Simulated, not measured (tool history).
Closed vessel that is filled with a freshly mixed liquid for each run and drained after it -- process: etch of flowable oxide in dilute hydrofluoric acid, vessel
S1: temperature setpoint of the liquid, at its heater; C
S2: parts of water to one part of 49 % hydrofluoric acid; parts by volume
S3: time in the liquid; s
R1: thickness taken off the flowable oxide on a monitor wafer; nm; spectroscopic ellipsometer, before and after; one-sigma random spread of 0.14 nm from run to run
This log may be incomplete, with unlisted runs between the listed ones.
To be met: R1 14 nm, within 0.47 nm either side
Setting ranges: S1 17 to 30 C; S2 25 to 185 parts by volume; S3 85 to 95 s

run,hour,S1,S2,S3,R1
1,0,22,105,85,23.385
2,1.2,20.5,115,85,20.099
3,5.4,20.5,115,85,20.188
4,9.1,20.5,115,95,22.549
5,16.9,17.5,115,95,19.675
6,23.8,17.5,115,95,19.638
7,30.5,17.5,125,95,18.272
8,36.4,17.5,135,95,16.831
9,38.9,17.5,140,95,15.611

Exactly one of the 4 candidate moves below puts every result within its allowed miss. Which one?
A,41.4,18,160,95,?
B,41.4,18.5,130,95,?
C,41.4,17,150,85,?
D,41.4,19.5,130,90,?

move,R1
A,14.056
B,18.195
C,13.006
D,17.953
A: each result inside its tolerance
B: its largest miss is bigger than the last run's
C: takes the biggest miss from the last run beyond its target
D: its largest miss is bigger than the last run's
The move that meets every target is A.
